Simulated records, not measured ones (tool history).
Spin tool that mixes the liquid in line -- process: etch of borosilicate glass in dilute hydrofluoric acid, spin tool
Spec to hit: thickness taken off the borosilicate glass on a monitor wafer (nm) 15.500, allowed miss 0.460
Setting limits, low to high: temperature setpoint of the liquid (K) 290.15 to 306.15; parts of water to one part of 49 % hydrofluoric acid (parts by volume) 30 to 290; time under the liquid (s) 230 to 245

run  hour  temperature setpoint of the liquid (K)  parts of water to one part of 49 % hydrofluoric acid (parts by volume)  time under the liquid (s)  thickness taken off the borosilicate glass on a monitor wafer (nm)
  1   0.0                                  298.15                                                                     160                        230                                                              30.884
  2   6.9                                  298.15                                                                     160                        230                                                              30.522
  3  10.8                                  296.15                                                                     175                        230                                                              25.428
  4  13.7                                  294.65                                                                     185                        230                                                              22.412
  5  22.5                                  294.65                                                                     160                        230                                                              26.337
  6  24.5                                  293.65                                                                     175                        230                                                              23.180
  7  27.2                                  292.65                                                                     185                        230                                                              20.674
  8  35.1                                  292.15                                                                     195                        230                                                              18.934

5 candidate next runs follow, results not yet known. Just one meets every target within its allowed miss. Identify it.
  A  43.0                                  294.15                                                                     185                        235                                                                   ?
  B  43.0                                  293.65                                                                     190                        235                                                                   ?
  C  43.0                                  290.15                                                                     175                        240                                                                   ?
  D  43.0                                  290.15                                                                     220                        235                                                                   ?
  E  43.0                                  291.15                                                                     160                        245                                                                   ?

move  thickness taken off the borosilicate glass on a monitor wafer (nm)
   A                                                              22.500
   B                                                              21.381
   C                                                              20.947
   D                                                              15.655
   E                                                              24.706
A: moves away from the targets compared with the last run
B: moves away from the targets compared with the last run
C: moves away from the targets compared with the last run
D: each result inside its tolerance
E: moves away from the targets compared with the last run
So the answer is move D, the one that meets all the targets.
